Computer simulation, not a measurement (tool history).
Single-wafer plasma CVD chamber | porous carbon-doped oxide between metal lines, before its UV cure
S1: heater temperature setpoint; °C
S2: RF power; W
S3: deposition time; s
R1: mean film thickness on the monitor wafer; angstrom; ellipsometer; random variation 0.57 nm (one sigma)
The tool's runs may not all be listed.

Run 1, hour 0: S1 300 °C, S2 530 W, S3 19.3 s. Result: R1 1148.6 angstrom.
Run 2, hour 0.6: S1 298 °C, S2 535 W, S3 19.3 s. Result: R1 1168.7 angstrom.
Run 3, hour 1.3: S1 306 °C, S2 535 W, S3 19.3 s. Result: R1 1119.2 angstrom.
Run 4, hour 5.9: S1 306 °C, S2 485 W, S3 19.3 s. Result: R1 1047.4 angstrom.
Run 5, hour 10.3: S1 303 °C, S2 500 W, S3 19.3 s. Result: R1 1082.1 angstrom.
Run 6, hour 17.4: S1 314 °C, S2 500 W, S3 19.3 s. Result: R1 1033.2 angstrom.
Run 7, hour 22.7: S1 302 °C, S2 585 W, S3 19.8 s. Result: R1 1251.7 angstrom.

Run 8 comes next. What will it give?
Run 8, hour 30.2: S1 301 °C, S2 590 W, S3 19.8 s. Result: R1 ?.

R1: 1260.8 angstrom
